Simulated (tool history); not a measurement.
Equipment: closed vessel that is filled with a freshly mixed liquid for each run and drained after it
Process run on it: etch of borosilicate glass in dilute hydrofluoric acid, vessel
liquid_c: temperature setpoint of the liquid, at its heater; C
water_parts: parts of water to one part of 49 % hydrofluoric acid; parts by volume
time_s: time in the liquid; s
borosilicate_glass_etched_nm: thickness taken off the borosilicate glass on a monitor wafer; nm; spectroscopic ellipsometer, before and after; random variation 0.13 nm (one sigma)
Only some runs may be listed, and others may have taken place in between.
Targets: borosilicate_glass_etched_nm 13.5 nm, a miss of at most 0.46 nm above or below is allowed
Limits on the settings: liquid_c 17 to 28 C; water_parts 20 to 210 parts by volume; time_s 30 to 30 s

run,hour,liquid_c,water_parts,time_s,borosilicate_glass_etched_nm
1,0,20,115,30,5.9582
2,4.2,21,110,30,6.5036
3,4.9,18.5,110,30,5.8991
4,11.8,19.5,105,30,6.5685
5,17.5,19.5,105,30,6.5285
6,20.7,20.5,100,30,7.272
7,22,20.5,100,30,7.1276
8,27.3,21.5,95,30,7.7365
9,35.9,22,90,30,8.5324
10,43.8,22.5,85,30,9.1409
11,48,23,85,30,9.4507
12,53.9,27,65,30,14.811
13,55.4,26,65,30,14.015
14,59.7,25.5,65,30,14.088
15,66.8,25.5,65,30,13.995

4 candidate next runs follow, results not yet known. Just one meets every target within its allowed miss. Identify it.
A,73.9,26,65,30,?
B,73.9,24,60,30,?
C,73.9,26.5,70,30,?
D,73.9,20,50,30,?

move,borosilicate_glass_etched_nm
A,14.252
B,14.336
C,13.409
D,14.747
A: misses by more than the last run did
B: misses by more than the last run did
C: each result inside its tolerance
D: misses by more than the last run did
Go with C: it meets all targets.
